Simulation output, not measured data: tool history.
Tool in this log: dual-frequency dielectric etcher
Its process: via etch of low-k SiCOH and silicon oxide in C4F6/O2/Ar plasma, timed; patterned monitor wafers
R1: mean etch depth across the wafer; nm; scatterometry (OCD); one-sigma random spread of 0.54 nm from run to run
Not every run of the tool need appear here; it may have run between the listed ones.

{"run": 1, "hour": 0.0, "source power (kW)": 0.32, "bias power (kW)": 0.158, "etch time (s)": 59.5, "R1": 127.22}
{"run": 2, "hour": 5.2, "source power (kW)": 0.33, "bias power (kW)": 0.161, "etch time (s)": 59.5, "R1": 130.54}
{"run": 3, "hour": 6.1, "source power (kW)": 0.33, "bias power (kW)": 0.161, "etch time (s)": 62, "R1": 134.84}
{"run": 4, "hour": 13.4, "source power (kW)": 0.27, "bias power (kW)": 0.161, "etch time (s)": 62, "R1": 121.37}
{"run": 5, "hour": 17.6, "source power (kW)": 0.29, "bias power (kW)": 0.163, "etch time (s)": 62, "R1": 127.01}
{"run": 6, "hour": 24.8, "source power (kW)": 0.3, "bias power (kW)": 0.165, "etch time (s)": 62, "R1": 129.7}

What will run 7 give?
{"run": 7, "hour": 31.9, "source power (kW)": 0.31, "bias power (kW)": 0.166, "etch time (s)": 62, "R1": "?"}

{"run 7": {"R1": 132.73}}
